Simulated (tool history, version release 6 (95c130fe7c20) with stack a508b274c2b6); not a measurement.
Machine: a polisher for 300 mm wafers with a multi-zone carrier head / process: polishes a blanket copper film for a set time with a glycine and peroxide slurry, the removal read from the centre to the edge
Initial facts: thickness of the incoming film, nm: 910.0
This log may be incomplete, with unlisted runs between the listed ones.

run  hour  flow of slurry (ml/min)  pressure of the head's centre zone  pressure of the head's middle zone  pressure of the head's edge zone  polishing time (s)  film removed at the wafer's centre (nm)  film removed at mid-radius (nm)  film removed at the wafer's edge (nm)
  1     0                      285                                   1                                   1                                 1                  42                                    262.9                           240.73                                 245.01
  2   4.3                      275                                0.95                                0.95                              0.99                  37                                   220.23                            206.4                                 217.25
  3   5.1                      265                                0.92                                0.91                              0.99                  33                                   192.76                           172.93                                 194.35
  4   5.8                      265                                0.92                                0.86                              0.99                  33                                   193.37                           167.37                                 193.68
  5    10                      265                                0.92                                0.86                              0.93                  33                                   193.92                           164.94                                    186
  6  15.9                      265                                0.92                                0.86                              0.93                  27                                   156.24                           135.72                                 150.73
  7  17.4                      265                                 0.9                                0.87                              0.96                  27                                   153.64                           136.04                                 152.95

Estimate the outcome of run 8 from the log above:
  8  25.1                      265                                0.89                                0.88                                 1                  27                                        ?                                ?                                      ?

{"run 8": {"film removed at the wafer's centre (nm)": 150, "film removed at mid-radius (nm)": 141.45, "film removed at the wafer's edge (nm)": 157.62}}

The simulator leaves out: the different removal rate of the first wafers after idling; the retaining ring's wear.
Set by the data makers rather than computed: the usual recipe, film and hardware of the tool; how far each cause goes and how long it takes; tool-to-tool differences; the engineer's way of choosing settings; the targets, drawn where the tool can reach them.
